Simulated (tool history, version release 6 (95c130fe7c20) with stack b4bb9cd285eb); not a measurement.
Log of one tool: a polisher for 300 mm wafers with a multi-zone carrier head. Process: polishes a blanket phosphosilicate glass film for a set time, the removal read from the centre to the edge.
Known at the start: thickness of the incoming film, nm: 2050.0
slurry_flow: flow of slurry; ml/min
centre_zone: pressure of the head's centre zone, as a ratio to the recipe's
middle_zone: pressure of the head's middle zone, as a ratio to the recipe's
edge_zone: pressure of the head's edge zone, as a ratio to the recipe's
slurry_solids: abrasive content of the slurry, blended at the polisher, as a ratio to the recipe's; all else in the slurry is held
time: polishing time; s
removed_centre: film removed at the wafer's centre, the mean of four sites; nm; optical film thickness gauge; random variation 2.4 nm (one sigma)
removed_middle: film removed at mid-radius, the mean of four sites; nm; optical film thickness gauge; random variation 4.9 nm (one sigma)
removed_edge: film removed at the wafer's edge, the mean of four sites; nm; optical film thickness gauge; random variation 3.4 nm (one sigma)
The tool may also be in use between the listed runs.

{"run": 1, "hour": 0.0, "slurry_flow": 170, "centre_zone": 1.0, "middle_zone": 1.0, "edge_zone": 1.0, "slurry_solids": 1.0, "time": 67, "removed_centre": 681.11, "removed_middle": 674.51, "removed_edge": 707.1}
{"run": 2, "hour": 2.4, "slurry_flow": 170, "centre_zone": 1.0, "middle_zone": 1.05, "edge_zone": 1.0, "slurry_solids": 1.0, "time": 67, "removed_centre": 682.14, "removed_middle": 696.87, "removed_edge": 708.38}
{"run": 3, "hour": 9.0, "slurry_flow": 165, "centre_zone": 0.98, "middle_zone": 1.02, "edge_zone": 0.98, "slurry_solids": 0.9, "time": 65, "removed_centre": 605.54, "removed_middle": 638.1, "removed_edge": 638.13}
{"run": 4, "hour": 9.7, "slurry_flow": 160, "centre_zone": 0.97, "middle_zone": 0.99, "edge_zone": 0.97, "slurry_solids": 0.85, "time": 63, "removed_centre": 556.86, "removed_middle": 566.85, "removed_edge": 577.86}
{"run": 5, "hour": 12.0, "slurry_flow": 160, "centre_zone": 0.91, "middle_zone": 0.99, "edge_zone": 0.97, "slurry_solids": 0.85, "time": 63, "removed_centre": 530.12, "removed_middle": 579.72, "removed_edge": 581.42}
{"run": 6, "hour": 14.8, "slurry_flow": 115, "centre_zone": 0.91, "middle_zone": 0.99, "edge_zone": 0.97, "slurry_solids": 0.85, "time": 63, "removed_centre": 488.96, "removed_middle": 536.19, "removed_edge": 566.63}
{"run": 7, "hour": 19.3, "slurry_flow": 115, "centre_zone": 0.9, "middle_zone": 0.96, "edge_zone": 0.95, "slurry_solids": 0.8, "time": 63, "removed_centre": 463.66, "removed_middle": 508.63, "removed_edge": 541.86}
{"run": 8, "hour": 25.8, "slurry_flow": 120, "centre_zone": 0.9, "middle_zone": 0.94, "edge_zone": 0.93, "slurry_solids": 0.75, "time": 63, "removed_centre": 443.63, "removed_middle": 489.36, "removed_edge": 504.88}
{"run": 9, "hour": 30.7, "slurry_flow": 115, "centre_zone": 0.9, "middle_zone": 0.92, "edge_zone": 0.92, "slurry_solids": 0.75, "time": 63, "removed_centre": 443.94, "removed_middle": 475.21, "removed_edge": 507.78}
{"run": 10, "hour": 32.7, "slurry_flow": 115, "centre_zone": 0.89, "middle_zone": 0.9, "edge_zone": 0.9, "slurry_solids": 0.7, "time": 63, "removed_centre": 418.91, "removed_middle": 447.17, "removed_edge": 477.53}

The next listed run, before its measurement:
{"run": 11, "hour": 39.1, "slurry_flow": 120, "centre_zone": 0.88, "middle_zone": 0.89, "edge_zone": 0.89, "slurry_solids": 0.7, "time": 63, "removed_centre": "?", "removed_middle": "?", "removed_edge": "?"}

{"run 11": {"removed_centre": 418.2, "removed_middle": 440.48, "removed_edge": 476.21}}
